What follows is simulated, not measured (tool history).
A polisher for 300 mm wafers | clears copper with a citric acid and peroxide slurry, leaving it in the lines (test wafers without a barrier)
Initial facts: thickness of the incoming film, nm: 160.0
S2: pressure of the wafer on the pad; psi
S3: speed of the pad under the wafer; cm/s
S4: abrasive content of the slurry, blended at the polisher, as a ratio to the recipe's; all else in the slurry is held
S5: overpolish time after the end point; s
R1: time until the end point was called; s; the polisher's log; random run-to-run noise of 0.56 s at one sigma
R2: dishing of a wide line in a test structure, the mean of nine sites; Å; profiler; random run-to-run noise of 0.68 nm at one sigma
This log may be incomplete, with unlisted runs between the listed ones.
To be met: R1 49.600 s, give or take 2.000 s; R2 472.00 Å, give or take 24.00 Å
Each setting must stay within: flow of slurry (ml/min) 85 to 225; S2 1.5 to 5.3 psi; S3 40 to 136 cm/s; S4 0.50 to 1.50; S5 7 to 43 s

Run 1, hour 0.0: flow of slurry (ml/min) 145, S2 3.4 psi, S3 88 cm/s, S4 1.00, S5 22 s. Result: R1 66.499 s, R2 342.24 Å.
Run 2, hour 5.6: flow of slurry (ml/min) 145, S2 3.4 psi, S3 88 cm/s, S4 0.90, S5 22 s. Result: R1 70.236 s, R2 338.18 Å.
Run 3, hour 8.0: flow of slurry (ml/min) 145, S2 2.6 psi, S3 88 cm/s, S4 0.90, S5 22 s. Result: R1 89.702 s, R2 266.05 Å.
Run 4, hour 13.4: flow of slurry (ml/min) 130, S2 2.6 psi, S3 88 cm/s, S4 0.90, S5 22 s. Result: R1 93.634 s, R2 260.71 Å.
Run 5, hour 22.0: flow of slurry (ml/min) 130, S2 2.6 psi, S3 88 cm/s, S4 1.10, S5 22 s. Result: R1 88.947 s, R2 272.35 Å.
Run 6, hour 25.9: flow of slurry (ml/min) 130, S2 2.6 psi, S3 102 cm/s, S4 1.10, S5 22 s. Result: R1 77.001 s, R2 308.99 Å.
Run 7, hour 30.4: flow of slurry (ml/min) 135, S2 2.7 psi, S3 102 cm/s, S4 1.10, S5 22 s. Result: R1 73.862 s, R2 310.48 Å.
Run 8, hour 34.1: flow of slurry (ml/min) 140, S2 2.8 psi, S3 102 cm/s, S4 1.10, S5 22 s. Result: R1 70.348 s, R2 330.85 Å.

4 candidate next runs follow, results not yet known. Just one meets every target within its allowed miss. Identify it.
Run A, hour 37.8: flow of slurry (ml/min) 140, S2 3.2 psi, S3 122 cm/s, S4 1.15, S5 31 s. Result: R1 ?, R2 ?.
Run B, hour 37.8: flow of slurry (ml/min) 100, S2 3.9 psi, S3 106 cm/s, S4 1.05, S5 21 s. Result: R1 ?, R2 ?.
Run C, hour 37.8: flow of slurry (ml/min) 110, S2 3.9 psi, S3 112 cm/s, S4 1.15, S5 23 s. Result: R1 ?, R2 ?.
Run D, hour 37.8: flow of slurry (ml/min) 130, S2 1.8 psi, S3 108 cm/s, S4 0.80, S5 22 s. Result: R1 ?, R2 ?.

move       R1      R2
   A   52.762  543.76
   B   53.619  401.41
   C   49.191  463.24
   D  110.560  216.65
A: moves toward the targets from the last run without getting all of them in spec
B: moves toward the targets from the last run without getting all of them in spec
C: in spec on every target
D: further off than the last run
So the answer is move C, the one that meets all the targets.

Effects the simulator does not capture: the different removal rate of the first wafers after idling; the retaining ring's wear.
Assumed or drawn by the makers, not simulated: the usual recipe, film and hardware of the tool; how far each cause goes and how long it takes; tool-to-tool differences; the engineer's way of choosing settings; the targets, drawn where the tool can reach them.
